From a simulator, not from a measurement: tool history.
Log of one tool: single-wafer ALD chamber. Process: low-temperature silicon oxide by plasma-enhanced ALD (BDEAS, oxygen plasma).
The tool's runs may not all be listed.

| run | hour | heater temperature setpoint (°C) | number of ALD cycles (cycles) | mean film thickness on the monitor wafer (Å) |
|---|---|---|---|---|
| 1 | 0 | 105 | 50 | 68.565 |
| 2 | 4.3 | 106 | 49 | 68.24 |
| 3 | 12.4 | 96 | 49 | 69.412 |
| 4 | 15.8 | 98 | 48 | 68.111 |
| 5 | 21.5 | 98 | 42 | 59.166 |
| 6 | 27.4 | 98 | 40 | 56.894 |

The next listed run, before its measurement:
| 7 | 30.2 | 97 | 41 | ? |

mean film thickness on the monitor wafer (Å): 58.218
